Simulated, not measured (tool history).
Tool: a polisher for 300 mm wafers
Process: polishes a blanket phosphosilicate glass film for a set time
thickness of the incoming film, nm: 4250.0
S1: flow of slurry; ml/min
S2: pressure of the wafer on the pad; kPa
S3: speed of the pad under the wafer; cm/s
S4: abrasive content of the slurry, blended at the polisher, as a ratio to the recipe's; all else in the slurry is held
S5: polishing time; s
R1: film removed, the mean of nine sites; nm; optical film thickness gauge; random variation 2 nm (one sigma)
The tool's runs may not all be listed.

{"run": 1, "hour": 0.0, "S1": 135, "S2": 14.5, "S3": 122, "S4": 1, "S5": 33, "R1": 222.76}
{"run": 2, "hour": 3.9, "S1": 135, "S2": 14.5, "S3": 122, "S4": 1.1, "S5": 33, "R1": 230.51}
{"run": 3, "hour": 10.1, "S1": 135, "S2": 14.5, "S3": 122, "S4": 1.1, "S5": 33, "R1": 227.48}
{"run": 4, "hour": 13.5, "S1": 135, "S2": 14.5, "S3": 122, "S4": 1.1, "S5": 29, "R1": 203.35}
{"run": 5, "hour": 16.9, "S1": 135, "S2": 14.5, "S3": 150, "S4": 1.1, "S5": 29, "R1": 234.38}
{"run": 6, "hour": 19.5, "S1": 135, "S2": 13.8, "S3": 150, "S4": 1.1, "S5": 29, "R1": 227.94}
{"run": 7, "hour": 20.7, "S1": 135, "S2": 13.1, "S3": 150, "S4": 1.1, "S5": 29, "R1": 212.44}

Run 8 comes next. What will it give?
{"run": 8, "hour": 23.0, "S1": 135, "S2": 12.4, "S3": 150, "S4": 1.1, "S5": 29, "R1": "?"}

Run 8 gave R1 202.62 nm.
